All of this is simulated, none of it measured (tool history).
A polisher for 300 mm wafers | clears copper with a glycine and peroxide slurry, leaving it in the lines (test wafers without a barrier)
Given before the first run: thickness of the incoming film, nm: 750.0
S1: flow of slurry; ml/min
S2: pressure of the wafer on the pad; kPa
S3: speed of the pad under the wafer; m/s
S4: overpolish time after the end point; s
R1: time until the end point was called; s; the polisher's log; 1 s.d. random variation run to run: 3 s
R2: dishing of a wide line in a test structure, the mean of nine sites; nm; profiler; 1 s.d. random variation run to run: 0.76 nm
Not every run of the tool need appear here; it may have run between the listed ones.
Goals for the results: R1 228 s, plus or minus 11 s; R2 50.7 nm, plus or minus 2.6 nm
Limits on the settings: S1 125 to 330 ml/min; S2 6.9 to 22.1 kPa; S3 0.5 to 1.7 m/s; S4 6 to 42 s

| run | hour | S1 | S2 | S3 | S4 | R1 | R2 |
|---|---|---|---|---|---|---|---|
| 1 | 0 | 210 | 14.5 | 1.1 | 21 | 150.34 | 52.431 |
| 2 | 4.1 | 210 | 13.1 | 1.08 | 23 | 163.97 | 53.345 |
| 3 | 11.8 | 210 | 11.7 | 1.06 | 24 | 176.52 | 51.48 |
| 4 | 18.6 | 210 | 11.7 | 1.06 | 18 | 178.89 | 43.66 |
| 5 | 20 | 210 | 11 | 1.04 | 21 | 189.09 | 46.029 |
| 6 | 26.3 | 210 | 10.3 | 1.02 | 23 | 193.2 | 47.367 |
| 7 | 34.7 | 210 | 9.7 | 1 | 25 | 207.58 | 46.722 |
| 8 | 36.6 | 210 | 9.7 | 1 | 26 | 213.31 | 48.241 |
| 9 | 41.3 | 210 | 9.7 | 1 | 27 | 214.42 | 50.093 |

Which one of the following 4 next-run settings gets every result inside its allowed miss? There is exactly one.
| A | 46 | 215 | 11 | 1.02 | 27 | ? | ? |
| B | 46 | 200 | 9.7 | 0.92 | 29 | ? | ? |
| C | 46 | 220 | 8.3 | 1.18 | 26 | ? | ? |
| D | 46 | 205 | 9 | 1.08 | 27 | ? | ? |

| move | R1 | R2 |
|---|---|---|
| A | 192.21 | 54.982 |
| B | 227.65 | 52.119 |
| C | 209.23 | 49.908 |
| D | 213.32 | 51.035 |
A: its largest miss is bigger than the last run's
B: all results land within tolerance of their targets
C: its largest miss is bigger than the last run's
D: its largest miss is bigger than the last run's
Correct choice: B, which meets every target
